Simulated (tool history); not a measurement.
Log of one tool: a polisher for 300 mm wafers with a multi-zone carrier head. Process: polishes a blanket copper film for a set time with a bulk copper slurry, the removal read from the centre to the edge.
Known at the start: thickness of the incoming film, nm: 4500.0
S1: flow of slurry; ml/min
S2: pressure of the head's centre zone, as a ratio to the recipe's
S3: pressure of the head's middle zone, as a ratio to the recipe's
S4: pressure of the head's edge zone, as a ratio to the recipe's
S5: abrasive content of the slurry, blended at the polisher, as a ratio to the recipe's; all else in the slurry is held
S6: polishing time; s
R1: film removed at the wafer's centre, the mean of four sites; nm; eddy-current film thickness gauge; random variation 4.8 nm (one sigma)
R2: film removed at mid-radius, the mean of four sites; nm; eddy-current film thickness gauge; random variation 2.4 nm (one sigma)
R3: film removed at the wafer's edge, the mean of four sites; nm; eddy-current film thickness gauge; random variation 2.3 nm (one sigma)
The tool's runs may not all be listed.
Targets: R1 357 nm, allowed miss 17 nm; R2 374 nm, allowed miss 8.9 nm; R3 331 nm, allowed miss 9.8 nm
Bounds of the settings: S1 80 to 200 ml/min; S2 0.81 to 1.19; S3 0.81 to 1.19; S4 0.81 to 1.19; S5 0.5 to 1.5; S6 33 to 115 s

run   hour   S1    S2    S3    S4    S5  S6      R1      R2      R3
  1      0  130     1     1     1     1  73  487.38  479.77  491.46
  2    0.7  130     1  0.93     1     1  73   490.8  455.81  495.01
  3    9.6  155     1  0.93     1     1  73  521.82  474.95   502.9
  4   17.4  155  0.99  0.94  0.98  0.95  71  491.18  458.57   476.4
  5   22.9  125  0.99  0.94  0.98  0.95  71  462.85  439.37     469
  6   31.2  125  0.99  0.94  0.98   0.8  71  443.34   420.4     453
  7   31.8  130  0.99  0.96  0.96  0.75  69  437.56   422.3  432.73
  8   38.5  130  0.99  0.97  0.94   0.7  68  441.09  414.91  419.73
  9     44  130  0.98  0.98  0.92  0.65  67  405.45  402.25  405.58
 10   47.5  130  0.99     1   0.9  0.65  66  397.48  404.45  390.39
 11   53.4  125     1  1.01  0.89  0.65  66  406.85  407.32  388.21
 12   55.8  125     1  1.02  0.88  0.65  65  404.57  401.35   375.3
 13   64.4  120     1  1.03  0.87  0.65  65  404.05  400.42  381.65
 14   71.6  120     1  1.03  0.86  0.65  64  399.89  393.83  366.03
 15   77.4  115     1  1.04  0.85  0.65  64  384.32  391.95  361.07
 16   83.9  115     1  1.04  0.85  0.65  64  388.95  394.36  360.65
 17   86.8  110     1  1.04  0.84  0.65  64  388.84  393.01  354.53
 18   92.4  105     1  1.04  0.84  0.65  64  373.21   381.7  352.76
 19  100.3  105     1  1.05  0.84  0.65  64  371.33  386.93  354.62

Which of these 4 next moves meets every target?
  A  108.2  130  1.14  1.09  0.81   0.8  53   ?   ?   ?
  B  108.2  130  1.01  1.05  0.86   0.6  64   ?   ?   ?
  C  108.2  105     1  1.08  0.82  0.65  60   ?   ?   ?
  D  108.2  140  1.03  1.18  0.81  0.75  53   ?   ?   ?

move      R1      R2      R3
   A   386.6  365.34  312.08
   B   394.7  408.51  369.64
   C  347.13  374.74     330
   D  352.31  393.89  312.16
A: takes the result that was furthest off past its target
B: further off than the last run
C: meets every target
D: takes the result that was furthest off past its target
Move C is the one to make.

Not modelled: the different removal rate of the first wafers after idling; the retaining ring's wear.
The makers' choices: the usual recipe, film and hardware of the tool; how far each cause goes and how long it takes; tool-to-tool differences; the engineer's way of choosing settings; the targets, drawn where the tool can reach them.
